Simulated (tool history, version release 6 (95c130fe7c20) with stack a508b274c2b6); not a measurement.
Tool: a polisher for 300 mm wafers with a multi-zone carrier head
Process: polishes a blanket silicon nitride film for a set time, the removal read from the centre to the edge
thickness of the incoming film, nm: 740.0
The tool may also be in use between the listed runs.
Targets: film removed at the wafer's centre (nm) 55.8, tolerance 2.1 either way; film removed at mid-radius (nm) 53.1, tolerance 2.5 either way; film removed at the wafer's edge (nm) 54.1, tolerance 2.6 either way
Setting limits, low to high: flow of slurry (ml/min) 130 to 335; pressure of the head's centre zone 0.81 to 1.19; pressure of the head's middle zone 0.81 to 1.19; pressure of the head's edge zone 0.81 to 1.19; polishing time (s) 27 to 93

run    day  flow of slurry (ml/min)  pressure of the head's centre zone  pressure of the head's middle zone  pressure of the head's edge zone  polishing time (s)  film removed at the wafer's centre (nm)  film removed at mid-radius (nm)  film removed at the wafer's edge (nm)
  1      0                      215                                   1                                   1                                 1                  59                                   90.341                           88.438                                 86.724
  2   0.15                      215                                   1                                   1                              1.08                  59                                   88.758                           87.631                                 92.981
  3  0.258                      175                                   1                                   1                              1.08                  59                                   85.672                           84.575                                 91.027
  4   0.55                      175                                0.98                                0.97                              1.03                  53                                   77.022                           72.755                                 78.601
  5  0.592                      175                                0.95                                0.96                              0.99                  49                                   68.399                           67.947                                 71.544
  6  0.908                      200                                0.95                                0.96                              0.99                  49                                    69.27                           69.529                                 73.909
  7  1.158                      190                                0.95                                0.95                              0.95                  46                                   66.256                           64.527                                 65.686
  8  1.442                      185                                0.93                                0.93                              0.92                  45                                   61.289                           59.105                                 64.652
  9  1.721                      200                                0.99                                0.98                              0.88                  34                                   50.366                           48.526                                 48.288
 10  1.858                      210                                   1                                0.98                               0.9                  34                                   51.646                           50.106                                 49.351
 11  2.046                      245                                1.03                                0.95                                 1                  35                                   56.451                           50.192                                 53.162

Which single option among these 4 for the next run brings every result within its allowed miss of target? Just one does.
  A  2.233                      255                                1.09                                0.88                              1.02                  36                                        ?                                ?                                      ?
  B  2.233                      280                                0.99                                0.97                              0.94                  36                                        ?                                ?                                      ?
  C  2.233                      330                                1.07                                1.02                              0.94                  35                                        ?                                ?                                      ?
  D  2.233                      215                                   1                                0.83                                 1                  36                                        ?                                ?                                      ?

move  film removed at the wafer's centre (nm)  film removed at mid-radius (nm)  film removed at the wafer's edge (nm)
   A                                   61.653                           47.274                                 55.733
   B                                   56.665                           51.857                                 54.324
   C                                   60.688                           53.445                                 53.444
   D                                   55.086                           44.059                                 54.384
A: misses by more than the last run did
B: all results land within tolerance of their targets
C: the furthest-off result lands on target, but another misses its tolerance
D: misses by more than the last run did
Move B is the one to make.

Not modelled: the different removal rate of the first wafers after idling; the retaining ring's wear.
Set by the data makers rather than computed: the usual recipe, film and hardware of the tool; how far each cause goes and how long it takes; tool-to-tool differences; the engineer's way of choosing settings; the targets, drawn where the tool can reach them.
